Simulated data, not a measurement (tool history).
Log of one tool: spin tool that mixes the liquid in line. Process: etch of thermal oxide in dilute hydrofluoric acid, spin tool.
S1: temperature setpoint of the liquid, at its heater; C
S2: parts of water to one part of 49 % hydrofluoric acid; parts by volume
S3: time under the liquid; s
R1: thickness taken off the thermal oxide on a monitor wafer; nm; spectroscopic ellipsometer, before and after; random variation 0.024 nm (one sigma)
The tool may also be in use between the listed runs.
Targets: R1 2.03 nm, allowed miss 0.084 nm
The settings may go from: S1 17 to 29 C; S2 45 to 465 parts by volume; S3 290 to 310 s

run,hour,S1,S2,S3,R1
1,0,21,255,290,3.7454
2,8.5,21,255,310,3.9329
3,14.2,19,255,310,3.668
4,20.6,17,255,310,3.4339
5,27.3,17,270,310,3.2187
6,29.7,20.5,270,310,3.6099
7,37.5,20,285,310,3.3236
8,46.5,19.5,295,310,3.122
9,50.6,19,305,310,2.9351
10,54.9,19,305,310,2.972
11,58,19,305,310,2.8781
12,66.3,19,315,310,2.8508
13,75.2,19,325,310,2.6974
14,77.8,19,330,310,2.6359
15,79.5,19,335,310,2.63
16,81.2,19,340,310,2.6165
17,89.7,19,345,310,2.5419
18,95.2,19,350,310,2.4473
19,98.3,19,355,310,2.4007
20,103,19,360,310,2.3209
21,104.2,18,370,310,2.1989

5 next moves are on the table. One of them brings every result within its allowed miss. Which?
A,105.4,17.5,400,290,?
B,105.4,17,400,295,?
C,105.4,19.5,415,310,?
D,105.4,19.5,375,295,?
E,105.4,19,360,290,?

move,R1
A,1.8289
B,1.8273
C,1.9981
D,2.1744
E,2.2149
A: takes the result that was furthest off past its target
B: takes the result that was furthest off past its target
C: meets every target
D: nearer than the last run, and not there yet
E: further off than the last run
Answer: C
